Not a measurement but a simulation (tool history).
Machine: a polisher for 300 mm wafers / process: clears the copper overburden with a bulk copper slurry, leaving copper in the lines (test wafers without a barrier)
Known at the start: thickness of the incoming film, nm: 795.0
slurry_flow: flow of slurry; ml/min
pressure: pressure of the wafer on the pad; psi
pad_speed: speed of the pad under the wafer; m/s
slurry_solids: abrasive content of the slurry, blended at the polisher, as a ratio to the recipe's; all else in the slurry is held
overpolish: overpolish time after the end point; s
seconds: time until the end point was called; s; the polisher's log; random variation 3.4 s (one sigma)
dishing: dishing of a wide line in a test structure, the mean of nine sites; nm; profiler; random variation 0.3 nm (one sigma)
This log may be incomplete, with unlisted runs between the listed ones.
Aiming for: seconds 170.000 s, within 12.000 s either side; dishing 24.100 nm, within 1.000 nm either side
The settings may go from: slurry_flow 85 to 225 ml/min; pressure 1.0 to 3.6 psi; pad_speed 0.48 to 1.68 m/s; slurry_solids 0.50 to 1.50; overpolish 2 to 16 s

{"run": 1, "hour": 0.0, "slurry_flow": 145, "pressure": 2.3, "pad_speed": 1.08, "slurry_solids": 1.0, "overpolish": 8, "seconds": 94.746, "dishing": 38.552}
{"run": 2, "hour": 3.8, "slurry_flow": 145, "pressure": 2.0, "pad_speed": 1.06, "slurry_solids": 1.0, "overpolish": 8, "seconds": 108.74, "dishing": 34.607}
{"run": 3, "hour": 7.3, "slurry_flow": 145, "pressure": 2.0, "pad_speed": 1.06, "slurry_solids": 0.85, "overpolish": 8, "seconds": 117.06, "dishing": 32.821}
{"run": 4, "hour": 12.4, "slurry_flow": 145, "pressure": 2.0, "pad_speed": 1.06, "slurry_solids": 0.7, "overpolish": 8, "seconds": 123.56, "dishing": 31.989}
{"run": 5, "hour": 15.3, "slurry_flow": 145, "pressure": 1.8, "pad_speed": 1.06, "slurry_solids": 0.7, "overpolish": 8, "seconds": 135.55, "dishing": 29.194}
{"run": 6, "hour": 19.7, "slurry_flow": 145, "pressure": 1.8, "pad_speed": 1.24, "slurry_solids": 0.7, "overpolish": 8, "seconds": 125.17, "dishing": 31.502}
{"run": 7, "hour": 26.2, "slurry_flow": 145, "pressure": 1.6, "pad_speed": 1.24, "slurry_solids": 0.7, "overpolish": 8, "seconds": 138.92, "dishing": 28.391}
{"run": 8, "hour": 28.2, "slurry_flow": 135, "pressure": 1.2, "pad_speed": 1.22, "slurry_solids": 0.7, "overpolish": 8, "seconds": 184.4, "dishing": 22.159}
{"run": 9, "hour": 32.6, "slurry_flow": 140, "pressure": 1.2, "pad_speed": 1.22, "slurry_solids": 0.7, "overpolish": 8, "seconds": 180.77, "dishing": 22.162}
{"run": 10, "hour": 41.3, "slurry_flow": 145, "pressure": 1.2, "pad_speed": 1.22, "slurry_solids": 0.7, "overpolish": 8, "seconds": 188.79, "dishing": 22.013}

Below are 5 possible settings for the next run. Only one of them brings all results inside the allowed miss of their targets. Which is it?
{"run": "A", "hour": 50.0, "slurry_flow": 140, "pressure": 1.0, "pad_speed": 1.28, "slurry_solids": 0.7, "overpolish": 11, "seconds": "?", "dishing": "?"}
{"run": "B", "hour": 50.0, "slurry_flow": 150, "pressure": 1.4, "pad_speed": 1.26, "slurry_solids": 0.75, "overpolish": 7, "seconds": "?", "dishing": "?"}
{"run": "C", "hour": 50.0, "slurry_flow": 165, "pressure": 1.5, "pad_speed": 1.12, "slurry_solids": 0.55, "overpolish": 9, "seconds": "?", "dishing": "?"}
{"run": "D", "hour": 50.0, "slurry_flow": 90, "pressure": 1.4, "pad_speed": 1.02, "slurry_solids": 1.0, "overpolish": 8, "seconds": "?", "dishing": "?"}
{"run": "E", "hour": 50.0, "slurry_flow": 130, "pressure": 1.3, "pad_speed": 1.12, "slurry_solids": 0.6, "overpolish": 9, "seconds": "?", "dishing": "?"}

move=A seconds=215.050 dishing=25.719
move=B seconds=152.480 dishing=24.189
move=C seconds=171.860 dishing=26.986
move=D seconds=172.860 dishing=24.346
move=E seconds=196.680 dishing=24.015
A: takes the biggest miss from the last run beyond its target
B: brings the result that was furthest off to its target, and leaves another outside
C: takes the biggest miss from the last run beyond its target
D: meets every target
E: brings the result that was furthest off to its target, and leaves another outside
Go with D: it meets all targets.
